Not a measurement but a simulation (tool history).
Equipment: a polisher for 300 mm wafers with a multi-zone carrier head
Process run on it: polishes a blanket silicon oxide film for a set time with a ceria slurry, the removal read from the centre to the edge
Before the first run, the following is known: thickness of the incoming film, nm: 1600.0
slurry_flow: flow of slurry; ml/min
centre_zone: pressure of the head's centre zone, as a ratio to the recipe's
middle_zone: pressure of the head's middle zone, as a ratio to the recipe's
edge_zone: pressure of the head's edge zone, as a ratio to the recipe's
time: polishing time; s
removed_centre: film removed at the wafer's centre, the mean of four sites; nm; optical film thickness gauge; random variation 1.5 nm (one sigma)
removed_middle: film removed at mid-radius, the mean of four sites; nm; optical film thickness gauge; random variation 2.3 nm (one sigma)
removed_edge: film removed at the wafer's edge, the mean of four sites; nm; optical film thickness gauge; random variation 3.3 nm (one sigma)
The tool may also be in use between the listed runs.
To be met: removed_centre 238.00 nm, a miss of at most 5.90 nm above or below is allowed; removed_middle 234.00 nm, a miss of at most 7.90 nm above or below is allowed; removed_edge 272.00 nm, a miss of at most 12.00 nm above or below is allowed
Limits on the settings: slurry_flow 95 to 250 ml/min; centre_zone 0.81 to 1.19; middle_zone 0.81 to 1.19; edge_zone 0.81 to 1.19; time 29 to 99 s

Run 1, day 0.000: slurry_flow 160 ml/min, centre_zone 1.00, middle_zone 1.00, edge_zone 1.00, time 64 s. Result: removed_centre 428.52 nm, removed_middle 443.80 nm, removed_edge 429.61 nm.
Run 2, day 0.033: slurry_flow 145 ml/min, centre_zone 1.00, middle_zone 1.00, edge_zone 1.00, time 64 s. Result: removed_centre 415.86 nm, removed_middle 428.27 nm, removed_edge 431.96 nm.
Run 3, day 0.217: slurry_flow 145 ml/min, centre_zone 1.00, middle_zone 0.95, edge_zone 1.00, time 64 s. Result: removed_centre 408.74 nm, removed_middle 412.70 nm, removed_edge 429.46 nm.
Run 4, day 0.392: slurry_flow 145 ml/min, centre_zone 0.94, middle_zone 0.95, edge_zone 1.00, time 64 s. Result: removed_centre 393.52 nm, removed_middle 419.03 nm, removed_edge 427.17 nm.
At day 0.504: slurry nozzle cleaned.
Run 5, day 0.504: slurry_flow 145 ml/min, centre_zone 1.00, middle_zone 0.95, edge_zone 1.00, time 64 s. Result: removed_centre 463.59 nm, removed_middle 451.34 nm, removed_edge 470.98 nm.
Run 6, day 0.662: slurry_flow 145 ml/min, centre_zone 1.00, middle_zone 0.95, edge_zone 1.04, time 64 s. Result: removed_centre 462.44 nm, removed_middle 453.42 nm, removed_edge 473.80 nm.
Run 7, day 0.862: slurry_flow 130 ml/min, centre_zone 0.99, middle_zone 0.92, edge_zone 0.98, time 58 s. Result: removed_centre 402.64 nm, removed_middle 389.11 nm, removed_edge 404.75 nm.
Run 8, day 0.933: slurry_flow 120 ml/min, centre_zone 0.95, middle_zone 0.89, edge_zone 0.99, time 50 s. Result: removed_centre 329.32 nm, removed_middle 316.11 nm, removed_edge 348.26 nm.

Which single option among these 4 for the next run brings every result within its allowed miss of target? Just one does.
Run A, day 1.004: slurry_flow 160 ml/min, centre_zone 1.12, middle_zone 0.84, edge_zone 1.05, time 56 s. Result: removed_centre ?, removed_middle ?, removed_edge ?.
Run B, day 1.004: slurry_flow 95 ml/min, centre_zone 0.84, middle_zone 0.86, edge_zone 1.15, time 44 s. Result: removed_centre ?, removed_middle ?, removed_edge ?.
Run C, day 1.004: slurry_flow 105 ml/min, centre_zone 0.90, middle_zone 0.93, edge_zone 1.01, time 40 s. Result: removed_centre ?, removed_middle ?, removed_edge ?.
Run D, day 1.004: slurry_flow 105 ml/min, centre_zone 0.92, middle_zone 0.86, edge_zone 1.05, time 39 s. Result: removed_centre ?, removed_middle ?, removed_edge ?.

move  removed_centre  removed_middle  removed_edge
   A          452.80          362.71        425.74
   B          235.83          252.11        317.10
   C          236.81          253.23        276.26
   D          235.15          231.36        274.78
A: misses by more than the last run did
B: gets the furthest-off result to its target, but another result is out of tolerance
C: gets the furthest-off result to its target, but another result is out of tolerance
D: hits every target within its allowed miss
Move D is the one to make.
